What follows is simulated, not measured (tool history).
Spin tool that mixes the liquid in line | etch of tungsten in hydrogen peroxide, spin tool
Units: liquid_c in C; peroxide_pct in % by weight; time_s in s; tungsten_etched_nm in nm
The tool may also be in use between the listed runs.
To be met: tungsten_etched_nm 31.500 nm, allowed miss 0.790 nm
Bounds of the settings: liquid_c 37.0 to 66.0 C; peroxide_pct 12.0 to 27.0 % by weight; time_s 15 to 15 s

| run | day | liquid_c | peroxide_pct | time_s | tungsten_etched_nm |
|---|---|---|---|---|---|
| 1 | 0.000 | 53.0 | 18.0 | 15 | 28.252 |
| 2 | 0.317 | 46.5 | 18.0 | 15 | 18.720 |
| 3 | 0.429 | 46.5 | 18.0 | 15 | 18.703 |
| 4 | 0.746 | 46.5 | 21.0 | 15 | 20.029 |
| 5 | 0.942 | 46.5 | 23.5 | 15 | 21.468 |
| 6 | 1.221 | 47.5 | 23.5 | 15 | 22.533 |
| 7 | 1.404 | 48.5 | 23.5 | 15 | 24.132 |
| 8 | 1.579 | 49.0 | 23.5 | 15 | 25.083 |
| 9 | 1.750 | 49.5 | 23.5 | 15 | 25.909 |
| 10 | 1.879 | 50.0 | 23.5 | 15 | 26.477 |
| 11 | 2.025 | 50.5 | 23.5 | 15 | 27.787 |
| 12 | 2.192 | 51.0 | 23.5 | 15 | 28.535 |
| 13 | 2.479 | 52.0 | 23.5 | 15 | 30.097 |

5 next moves are on the table. One of them brings every result within its allowed miss. Which?
| A | 2.767 | 52.0 | 22.5 | 15 | ? |
| B | 2.767 | 52.0 | 25.5 | 15 | ? |
| C | 2.767 | 51.5 | 22.5 | 15 | ? |
| D | 2.767 | 50.5 | 24.5 | 15 | ? |
| E | 2.767 | 51.0 | 24.0 | 15 | ? |

| move | tungsten_etched_nm |
|---|---|
| A | 29.107 |
| B | 30.987 |
| C | 28.240 |
| D | 27.732 |
| E | 28.295 |
A: further off than the last run
B: meets every target
C: further off than the last run
D: further off than the last run
E: further off than the last run
Move B is the one to make.
